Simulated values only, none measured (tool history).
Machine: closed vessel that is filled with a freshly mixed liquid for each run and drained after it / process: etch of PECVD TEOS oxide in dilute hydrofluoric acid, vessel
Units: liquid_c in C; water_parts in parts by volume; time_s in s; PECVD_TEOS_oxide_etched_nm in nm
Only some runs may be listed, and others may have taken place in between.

{"run": 1, "hour": 0.0, "liquid_c": 22.0, "water_parts": 245, "time_s": 980, "PECVD_TEOS_oxide_etched_nm": 39.498}
{"run": 2, "hour": 1.2, "liquid_c": 22.0, "water_parts": 245, "time_s": 1060, "PECVD_TEOS_oxide_etched_nm": 42.542}
{"run": 3, "hour": 4.8, "liquid_c": 22.0, "water_parts": 245, "time_s": 980, "PECVD_TEOS_oxide_etched_nm": 39.181}
{"run": 4, "hour": 9.9, "liquid_c": 24.0, "water_parts": 235, "time_s": 980, "PECVD_TEOS_oxide_etched_nm": 44.817}
{"run": 5, "hour": 19.3, "liquid_c": 27.0, "water_parts": 235, "time_s": 980, "PECVD_TEOS_oxide_etched_nm": 49.86}
{"run": 6, "hour": 28.8, "liquid_c": 27.0, "water_parts": 285, "time_s": 980, "PECVD_TEOS_oxide_etched_nm": 38.664}
{"run": 7, "hour": 35.2, "liquid_c": 30.0, "water_parts": 190, "time_s": 980, "PECVD_TEOS_oxide_etched_nm": 71.77}
{"run": 8, "hour": 41.9, "liquid_c": 30.0, "water_parts": 190, "time_s": 980, "PECVD_TEOS_oxide_etched_nm": 72.288}
{"run": 9, "hour": 45.4, "liquid_c": 29.5, "water_parts": 190, "time_s": 980, "PECVD_TEOS_oxide_etched_nm": 70.5}
{"run": 10, "hour": 54.3, "liquid_c": 29.5, "water_parts": 190, "time_s": 980, "PECVD_TEOS_oxide_etched_nm": 70.642}
{"run": 11, "hour": 56.4, "liquid_c": 29.0, "water_parts": 190, "time_s": 980, "PECVD_TEOS_oxide_etched_nm": 69.302}

Run 12 has not been measured yet. What should we expect?
{"run": 12, "hour": 63.4, "liquid_c": 28.5, "water_parts": 190, "time_s": 980, "PECVD_TEOS_oxide_etched_nm": "?"}

PECVD_TEOS_oxide_etched_nm: 67.976 nm
